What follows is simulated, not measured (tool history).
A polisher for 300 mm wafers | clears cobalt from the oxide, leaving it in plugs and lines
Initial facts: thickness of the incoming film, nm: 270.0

| run | day | flow of slurry (ml/min) | pressure of the wafer on the pad (kPa) | speed of the pad under the wafer (m/s) | overpolish time after the end point (s) | time until the end point was called (s) | dishing of a wide line in a test structure (angstrom) |
|---|---|---|---|---|---|---|---|
| 1 | 0 | 200 | 11 | 0.9 | 22 | 86.786 | 396.36 |
| 2 | 0.267 | 200 | 9.7 | 0.9 | 22 | 99.746 | 373.15 |
| 3 | 0.633 | 195 | 9.7 | 0.9 | 19 | 100.3 | 345.46 |
| 4 | 0.796 | 195 | 9.7 | 0.9 | 15 | 96.888 | 296.76 |
| 5 | 1.075 | 195 | 9.7 | 0.9 | 22 | 98.407 | 378.27 |
| 6 | 1.388 | 215 | 9.7 | 0.88 | 19 | 97.516 | 339.92 |
| 7 | 1.462 | 235 | 9.7 | 0.88 | 17 | 98.371 | 328.34 |

Forecast run 8:
| 8 | 1.783 | 215 | 9.7 | 0.88 | 15 | ? | ? |

Run 8 yielded time until the end point was called (s) 97.252, dishing of a wide line in a test structure (angstrom) 295.38.
